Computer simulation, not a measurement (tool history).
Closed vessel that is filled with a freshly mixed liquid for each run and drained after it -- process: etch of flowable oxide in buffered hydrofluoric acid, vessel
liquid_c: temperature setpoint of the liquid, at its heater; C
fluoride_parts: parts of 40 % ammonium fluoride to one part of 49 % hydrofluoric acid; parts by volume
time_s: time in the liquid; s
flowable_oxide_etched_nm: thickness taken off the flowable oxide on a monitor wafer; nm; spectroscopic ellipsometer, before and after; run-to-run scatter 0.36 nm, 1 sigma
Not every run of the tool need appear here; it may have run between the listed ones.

run 1 hour=0.0 | liquid_c=25.0 fluoride_parts=19.5 time_s=30 | flowable_oxide_etched_nm=81.271
run 2 hour=7.5 | liquid_c=25.0 fluoride_parts=19.5 time_s=30 | flowable_oxide_etched_nm=80.839
run 3 hour=15.9 | liquid_c=25.0 fluoride_parts=19.5 time_s=30 | flowable_oxide_etched_nm=80.777
run 4 hour=19.8 | liquid_c=26.0 fluoride_parts=19.5 time_s=30 | flowable_oxide_etched_nm=84.783
run 5 hour=23.5 | liquid_c=27.0 fluoride_parts=19.5 time_s=30 | flowable_oxide_etched_nm=89.971
run 6 hour=31.5 | liquid_c=27.0 fluoride_parts=22.0 time_s=30 | flowable_oxide_etched_nm=82.761
run 7 hour=36.9 | liquid_c=28.0 fluoride_parts=22.0 time_s=30 | flowable_oxide_etched_nm=87.194

Run 8, settings as shown, results not yet in. Your forecast:
run 8 hour=41.1 | liquid_c=28.5 fluoride_parts=22.0 time_s=30 | flowable_oxide_etched_nm=?

Run 8 came out at flowable_oxide_etched_nm 89.599 nm.
